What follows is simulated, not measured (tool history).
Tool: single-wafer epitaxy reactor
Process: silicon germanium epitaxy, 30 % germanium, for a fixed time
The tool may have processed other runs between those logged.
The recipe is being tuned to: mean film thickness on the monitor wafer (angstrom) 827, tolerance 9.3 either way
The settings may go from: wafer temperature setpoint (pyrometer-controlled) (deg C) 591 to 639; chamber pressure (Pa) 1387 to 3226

| run | hour | wafer temperature setpoint (pyrometer-controlled) (deg C) | chamber pressure (Pa) | mean film thickness on the monitor wafer (angstrom) |
|---|---|---|---|---|
| 1 | 0 | 615 | 2306 | 681.23 |
| 2 | 7.4 | 617 | 2306 | 709.92 |
| 3 | 10.2 | 617 | 2573 | 740.3 |
| 4 | 13.4 | 618 | 2573 | 754.77 |
| 5 | 18.1 | 619 | 2573 | 766.89 |
| 6 | 20.1 | 620 | 2573 | 781.73 |
| 7 | 21.3 | 621 | 2573 | 792.36 |
| 8 | 25.2 | 622 | 2573 | 805.98 |

Consider the 4 candidate settings below. Which is the only one whose results all fall within their allowed miss of target?
| A | 29.1 | 617 | 3080 | ? |
| B | 29.1 | 624 | 2506 | ? |
| C | 29.1 | 619 | 2760 | ? |
| D | 29.1 | 623 | 2346 | ? |

| move | mean film thickness on the monitor wafer (angstrom) |
|---|---|
| A | 791.74 |
| B | 830.26 |
| C | 787.7 |
| D | 796.47 |
A: lands further from the targets than the last run did
B: hits every target within its allowed miss
C: lands further from the targets than the last run did
D: lands further from the targets than the last run did
The move that meets every target is B.
